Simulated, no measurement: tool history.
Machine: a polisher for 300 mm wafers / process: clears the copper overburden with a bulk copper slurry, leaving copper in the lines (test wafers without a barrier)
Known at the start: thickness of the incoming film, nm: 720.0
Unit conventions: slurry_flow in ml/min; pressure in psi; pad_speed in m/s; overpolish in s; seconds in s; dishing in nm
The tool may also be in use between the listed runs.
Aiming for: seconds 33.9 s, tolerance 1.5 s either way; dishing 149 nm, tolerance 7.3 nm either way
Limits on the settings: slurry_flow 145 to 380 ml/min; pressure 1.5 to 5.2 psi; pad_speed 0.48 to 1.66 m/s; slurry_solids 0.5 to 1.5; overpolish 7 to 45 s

| run | hour | slurry_flow | pressure | pad_speed | slurry_solids | overpolish | seconds | dishing |
|---|---|---|---|---|---|---|---|---|
| 1 | 0 | 245 | 3.3 | 1.06 | 1 | 23 | 62.225 | 116.05 |
| 2 | 2.4 | 245 | 3.9 | 1.08 | 1 | 21 | 51.431 | 121.57 |
| 3 | 5.1 | 220 | 3.9 | 1.08 | 1 | 21 | 52.434 | 119.62 |
| 4 | 9.6 | 230 | 4.3 | 1.1 | 1 | 21 | 48.278 | 126.9 |
| 5 | 10.8 | 230 | 4.3 | 0.9 | 1 | 21 | 59.178 | 114.44 |
| 6 | 14.4 | 235 | 4.6 | 1 | 1 | 21 | 50.421 | 124.77 |
| 7 | 20.1 | 235 | 4.8 | 1.08 | 1 | 21 | 45.618 | 127.61 |
| 8 | 27.3 | 235 | 4.9 | 1.16 | 1 | 22 | 41.375 | 135.45 |
| 9 | 28.2 | 235 | 5 | 1.2 | 1 | 22 | 38.235 | 137.27 |
| 10 | 30.1 | 235 | 5.1 | 1.22 | 1 | 23 | 37.797 | 141.62 |
| 11 | 31.8 | 235 | 5.1 | 1.26 | 1 | 23 | 36.245 | 143.49 |
| 12 | 34.1 | 235 | 5.1 | 1.28 | 1 | 23 | 36.408 | 143.56 |
| 13 | 36 | 235 | 5.1 | 1.3 | 1 | 23 | 35.333 | 141.31 |
| 14 | 37.1 | 235 | 5.1 | 1.3 | 1 | 23 | 35.486 | 145.76 |

Exercise: of the 5 proposed moves below, exactly one satisfies all targets within the stated allowed misses. Which move is it?
| A | 38.2 | 240 | 4.5 | 1.36 | 1.1 | 29 | ? | ? |
| B | 38.2 | 285 | 5.2 | 1.18 | 0.95 | 27 | ? | ? |
| C | 38.2 | 190 | 4.9 | 1.42 | 0.95 | 18 | ? | ? |
| D | 38.2 | 250 | 4.9 | 1.26 | 1.05 | 17 | ? | ? |
| E | 38.2 | 205 | 5.2 | 1.24 | 1.4 | 24 | ? | ? |

| move | seconds | dishing |
|---|---|---|
| A | 37.198 | 141.75 |
| B | 38.93 | 141.99 |
| C | 35.895 | 129.74 |
| D | 37.781 | 125.05 |
| E | 34.755 | 141.87 |
A: its largest miss is bigger than the last run's
B: its largest miss is bigger than the last run's
C: its largest miss is bigger than the last run's
D: its largest miss is bigger than the last run's
E: in spec on every target
E meets every target.
